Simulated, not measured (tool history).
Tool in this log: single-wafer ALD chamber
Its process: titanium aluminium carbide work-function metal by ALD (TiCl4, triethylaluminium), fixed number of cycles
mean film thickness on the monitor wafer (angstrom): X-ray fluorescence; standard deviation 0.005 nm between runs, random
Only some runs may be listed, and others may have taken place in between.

run  hour  heater temperature setpoint (K)  triethylaluminium pulse time (s)  mean film thickness on the monitor wafer (angstrom)
  1     0                           598.15                             12.01                                                22.16
  2   8.8                           606.15                             12.01                                               22.769
  3  14.9                           606.15                              9.07                                               21.884
  4  16.4                           612.15                              9.07                                               22.305
  5  22.7                           612.15                             10.98                                               23.108
  6  28.6                           607.15                             10.09                                               22.442

Run 7 is up next; what results do you expect?
  7  37.3                           603.15                                 9                                                    ?

Logged for run 7: mean film thickness on the monitor wafer (angstrom) 21.637.
